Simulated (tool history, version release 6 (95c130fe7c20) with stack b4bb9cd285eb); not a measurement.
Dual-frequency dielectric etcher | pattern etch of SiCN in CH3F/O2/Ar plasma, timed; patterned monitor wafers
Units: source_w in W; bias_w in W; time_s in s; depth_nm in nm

{"run": 1, "hour": 0.0, "source_w": 410, "bias_w": 84, "time_s": 38.5, "depth_nm": 14.511}
{"run": 2, "hour": 4.1, "source_w": 410, "bias_w": 84, "time_s": 35.5, "depth_nm": 13.354}
{"run": 3, "hour": 4.7, "source_w": 410, "bias_w": 78, "time_s": 35.5, "depth_nm": 12.913}
{"run": 4, "hour": 8.2, "source_w": 470, "bias_w": 78, "time_s": 35.5, "depth_nm": 13.658}
{"run": 5, "hour": 13.9, "source_w": 430, "bias_w": 76, "time_s": 35.5, "depth_nm": 13.089}
{"run": 6, "hour": 21.2, "source_w": 400, "bias_w": 75, "time_s": 35.5, "depth_nm": 12.758}
{"run": 7, "hour": 22.8, "source_w": 380, "bias_w": 74, "time_s": 35.5, "depth_nm": 12.56}

The next listed run, before its measurement:
{"run": 8, "hour": 25.4, "source_w": 360, "bias_w": 73, "time_s": 35.5, "depth_nm": "?"}

{"run 8": {"depth_nm": 12.397}}
